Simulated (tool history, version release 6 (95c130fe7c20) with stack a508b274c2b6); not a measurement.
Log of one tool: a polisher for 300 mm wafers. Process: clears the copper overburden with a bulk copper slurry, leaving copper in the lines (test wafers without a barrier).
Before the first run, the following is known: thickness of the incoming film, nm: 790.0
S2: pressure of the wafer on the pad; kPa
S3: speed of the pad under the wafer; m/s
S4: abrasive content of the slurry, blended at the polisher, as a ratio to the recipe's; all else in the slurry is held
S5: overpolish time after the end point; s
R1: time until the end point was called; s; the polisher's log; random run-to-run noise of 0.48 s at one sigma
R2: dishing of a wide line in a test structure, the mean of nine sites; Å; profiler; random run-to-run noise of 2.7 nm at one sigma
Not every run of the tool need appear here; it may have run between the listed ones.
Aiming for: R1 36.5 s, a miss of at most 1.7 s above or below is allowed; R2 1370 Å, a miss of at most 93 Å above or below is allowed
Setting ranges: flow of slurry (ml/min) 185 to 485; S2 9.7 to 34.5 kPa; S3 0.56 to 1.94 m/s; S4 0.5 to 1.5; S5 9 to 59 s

run 1 hour=0 | flow_of_slurry_(ml/min)=310 S2=22.1 S3=1.24 S4=1 S5=30 | R1=52.771 R2=1366.5
run 2 hour=2.5 | flow_of_slurry_(ml/min)=310 S2=24.1 S3=1.26 S4=1 S5=23 | R1=48.273 R2=1358.3
run 3 hour=9.5 | flow_of_slurry_(ml/min)=310 S2=24.1 S3=1.26 S4=0.9 S5=23 | R1=48.038 R2=1316.9
run 4 hour=10.3 | flow_of_slurry_(ml/min)=310 S2=24.1 S3=1 S4=0.9 S5=23 | R1=60.466 R2=1237.1
run 5 hour=17 | flow_of_slurry_(ml/min)=310 S2=27.6 S3=1.04 S4=0.85 S5=18 | R1=51.868 R2=1190.9
run 6 hour=23.5 | flow_of_slurry_(ml/min)=310 S2=27.6 S3=1.04 S4=0.7 S5=18 | R1=51.886 R2=1197.3
run 7 hour=25.7 | flow_of_slurry_(ml/min)=310 S2=27.6 S3=1.04 S4=0.7 S5=18 | R1=52.348 R2=1151.8
run 8 hour=26.3 | flow_of_slurry_(ml/min)=310 S2=29.6 S3=1.06 S4=0.7 S5=20 | R1=48.327 R2=1359
run 9 hour=32.4 | flow_of_slurry_(ml/min)=310 S2=31 S3=1.1 S4=0.7 S5=17 | R1=44.283 R2=1260
run 10 hour=39 | flow_of_slurry_(ml/min)=310 S2=34.5 S3=1.16 S4=0.7 S5=22 | R1=38.007 R2=1484.6
run 11 hour=40.2 | flow_of_slurry_(ml/min)=310 S2=34.5 S3=1.2 S4=0.7 S5=12 | R1=37.848 R2=1221

Which one of the following 5 next-run settings gets every result inside its allowed miss? There is exactly one.
run A hour=41.4 | flow_of_slurry_(ml/min)=300 S2=32.4 S3=1.24 S4=0.85 S5=9 | R1=? R2=?
run B hour=41.4 | flow_of_slurry_(ml/min)=310 S2=33.1 S3=1.12 S4=0.65 S5=15 | R1=? R2=?
run C hour=41.4 | flow_of_slurry_(ml/min)=350 S2=34.5 S3=1.2 S4=0.8 S5=16 | R1=? R2=?
run D hour=41.4 | flow_of_slurry_(ml/min)=370 S2=32.4 S3=1.28 S4=0.65 S5=9 | R1=? R2=?
run E hour=41.4 | flow_of_slurry_(ml/min)=320 S2=33.8 S3=1.26 S4=0.7 S5=10 | R1=? R2=?

move=A R1=36.09 R2=1022.2
move=B R1=40.505 R2=1273.2
move=C R1=34.903 R2=1407.1
move=D R1=35.774 R2=1027.7
move=E R1=34.928 R2=1115.2
A: lands further from the targets than the last run did
B: lands further from the targets than the last run did
C: all results land within tolerance of their targets
D: lands further from the targets than the last run did
E: lands further from the targets than the last run did
The right move is C.
